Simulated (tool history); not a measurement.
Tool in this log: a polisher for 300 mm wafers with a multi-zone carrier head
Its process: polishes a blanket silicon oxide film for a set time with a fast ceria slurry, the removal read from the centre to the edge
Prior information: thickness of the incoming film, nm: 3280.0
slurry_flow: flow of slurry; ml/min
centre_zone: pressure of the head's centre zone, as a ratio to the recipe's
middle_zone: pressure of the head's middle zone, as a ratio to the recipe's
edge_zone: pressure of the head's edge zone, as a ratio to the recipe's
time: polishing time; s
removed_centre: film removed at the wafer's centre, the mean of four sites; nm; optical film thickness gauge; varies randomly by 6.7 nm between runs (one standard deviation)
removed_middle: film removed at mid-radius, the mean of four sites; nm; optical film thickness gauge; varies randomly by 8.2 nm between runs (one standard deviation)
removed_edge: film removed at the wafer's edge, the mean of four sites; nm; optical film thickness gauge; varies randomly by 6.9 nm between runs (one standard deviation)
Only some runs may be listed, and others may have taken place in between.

Run 1, day 0.000: slurry_flow 245 ml/min, centre_zone 1.00, middle_zone 1.00, edge_zone 1.00, time 63 s. Result: removed_centre 759.04 nm, removed_middle 722.05 nm, removed_edge 759.95 nm.
Run 2, day 0.146: slurry_flow 245 ml/min, centre_zone 1.01, middle_zone 1.01, edge_zone 0.98, time 59 s. Result: removed_centre 713.22 nm, removed_middle 670.61 nm, removed_edge 683.90 nm.
Run 3, day 0.479: slurry_flow 220 ml/min, centre_zone 1.01, middle_zone 1.01, edge_zone 0.98, time 59 s. Result: removed_centre 694.92 nm, removed_middle 672.62 nm, removed_edge 671.03 nm.
Run 4, day 0.588: slurry_flow 220 ml/min, centre_zone 1.01, middle_zone 1.01, edge_zone 1.04, time 59 s. Result: removed_centre 700.34 nm, removed_middle 677.02 nm, removed_edge 699.03 nm.
Run 5, day 0.792: slurry_flow 220 ml/min, centre_zone 1.01, middle_zone 1.01, edge_zone 1.08, time 59 s. Result: removed_centre 693.76 nm, removed_middle 673.82 nm, removed_edge 700.89 nm.
Run 6, day 1.129: slurry_flow 220 ml/min, centre_zone 1.01, middle_zone 0.94, edge_zone 1.08, time 59 s. Result: removed_centre 692.35 nm, removed_middle 631.31 nm, removed_edge 723.01 nm.
Run 7, day 1.292: slurry_flow 225 ml/min, centre_zone 1.06, middle_zone 1.04, edge_zone 0.98, time 42 s. Result: removed_centre 530.92 nm, removed_middle 491.53 nm, removed_edge 494.62 nm.

Estimate the outcome of run 8 from the log above:
Run 8, day 1.483: slurry_flow 230 ml/min, centre_zone 1.07, middle_zone 1.06, edge_zone 0.98, time 42 s. Result: removed_centre ?, removed_middle ?, removed_edge ?.

removed_centre: 533.85 nm
removed_middle: 515.65 nm
removed_edge: 486.50 nm

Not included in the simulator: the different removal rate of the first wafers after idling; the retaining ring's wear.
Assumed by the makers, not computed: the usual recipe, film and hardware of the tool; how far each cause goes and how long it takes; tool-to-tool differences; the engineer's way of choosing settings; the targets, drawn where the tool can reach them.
